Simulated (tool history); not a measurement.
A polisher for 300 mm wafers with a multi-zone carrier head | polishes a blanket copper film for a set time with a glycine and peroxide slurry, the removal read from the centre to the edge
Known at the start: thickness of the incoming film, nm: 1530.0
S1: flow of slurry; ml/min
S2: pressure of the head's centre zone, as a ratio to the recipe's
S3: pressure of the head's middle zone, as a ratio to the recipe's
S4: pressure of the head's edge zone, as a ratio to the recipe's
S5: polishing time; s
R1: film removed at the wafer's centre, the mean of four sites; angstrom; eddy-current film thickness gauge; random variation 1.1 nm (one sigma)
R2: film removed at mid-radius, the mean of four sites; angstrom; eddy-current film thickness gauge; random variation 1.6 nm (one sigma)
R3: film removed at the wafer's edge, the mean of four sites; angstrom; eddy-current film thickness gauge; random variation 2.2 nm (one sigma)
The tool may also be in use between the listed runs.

| run | day | S1 | S2 | S3 | S4 | S5 | R1 | R2 | R3 |
|---|---|---|---|---|---|---|---|---|---|
| 1 | 0 | 260 | 1 | 1 | 1 | 52 | 1925.2 | 1836.8 | 1906.2 |
| 2 | 0.362 | 255 | 1 | 0.96 | 0.98 | 50 | 1855.7 | 1730.8 | 1762.2 |
| 3 | 0.575 | 255 | 1 | 0.96 | 0.98 | 45 | 1667.4 | 1584.3 | 1598.1 |
| 4 | 0.604 | 245 | 1.01 | 0.93 | 1 | 45 | 1673.2 | 1559.6 | 1644.2 |
| 5 | 0.929 | 245 | 1.03 | 0.9 | 1.01 | 44 | 1663.1 | 1479.3 | 1629.6 |
| 6 | 1.258 | 245 | 1.07 | 0.9 | 1.01 | 44 | 1724 | 1473.9 | 1553.9 |
| 7 | 1.504 | 240 | 1.07 | 0.88 | 1.01 | 44 | 1737 | 1492 | 1650.4 |
| 8 | 1.792 | 245 | 1.07 | 0.87 | 1.01 | 43 | 1715.2 | 1415.6 | 1559 |
| 9 | 2.058 | 240 | 1.07 | 0.86 | 1.01 | 43 | 1683.4 | 1375.1 | 1563.7 |

The next listed run, before its measurement:
| 10 | 2.25 | 235 | 1.07 | 0.86 | 1.01 | 43 | ? | ? | ? |

R1: 1708.3 angstrom
R2: 1377.8 angstrom
R3: 1581.2 angstrom
